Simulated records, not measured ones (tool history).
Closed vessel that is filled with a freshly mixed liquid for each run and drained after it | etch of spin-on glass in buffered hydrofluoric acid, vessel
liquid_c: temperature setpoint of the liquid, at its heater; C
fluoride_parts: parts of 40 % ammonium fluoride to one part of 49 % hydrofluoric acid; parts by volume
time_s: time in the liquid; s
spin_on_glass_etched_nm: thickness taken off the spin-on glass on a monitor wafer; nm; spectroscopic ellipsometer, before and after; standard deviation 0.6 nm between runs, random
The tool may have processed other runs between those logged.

run	hour	liquid_c	fluoride_parts	time_s	spin_on_glass_etched_nm
1	0.0	23.0	11.5	105	163.96
2	1.1	21.5	11.5	105	150.73
3	3.1	24.0	11.5	105	172.98
4	7.6	22.0	11.5	105	156.19
5	11.6	20.5	11.5	105	142.44
6	19.6	23.0	11.5	105	165.16

Estimate the outcome of run 7 from the log above:
7	27.7	19.0	11.5	105	?

{"run 7": {"spin_on_glass_etched_nm": 131.2}}
